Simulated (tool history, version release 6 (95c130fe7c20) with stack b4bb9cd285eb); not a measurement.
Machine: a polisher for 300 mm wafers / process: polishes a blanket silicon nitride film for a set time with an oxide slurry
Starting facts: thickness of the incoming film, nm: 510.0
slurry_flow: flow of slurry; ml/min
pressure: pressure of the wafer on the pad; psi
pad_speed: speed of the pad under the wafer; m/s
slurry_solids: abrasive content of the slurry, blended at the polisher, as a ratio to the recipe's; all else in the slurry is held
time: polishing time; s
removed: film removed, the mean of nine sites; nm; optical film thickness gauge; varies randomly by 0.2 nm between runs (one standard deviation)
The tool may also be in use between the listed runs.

run	hour	slurry_flow	pressure	pad_speed	slurry_solids	time	removed
1	0.0	190	4.7	1.30	1.0	46	38.631
2	5.5	155	4.7	1.30	1.0	46	37.484
3	8.0	155	4.5	1.30	1.0	46	35.736
4	8.8	155	4.5	1.44	1.0	46	37.763
5	16.0	155	4.5	1.22	1.0	46	34.370
6	20.2	155	4.3	1.22	1.0	46	32.154
7	22.4	155	4.2	1.22	1.0	46	32.086
8	26.0	155	4.1	1.22	1.0	46	31.285
9	34.0	155	4.0	1.22	1.0	46	30.108
10	39.4	155	3.9	1.22	1.0	46	30.078
11	46.5	155	3.8	1.22	1.0	46	29.153

Run 12, settings as shown, results not yet in. Your forecast:
12	50.2	155	3.7	1.22	1.0	46	?

Logged for run 12: removed 28.230 nm.
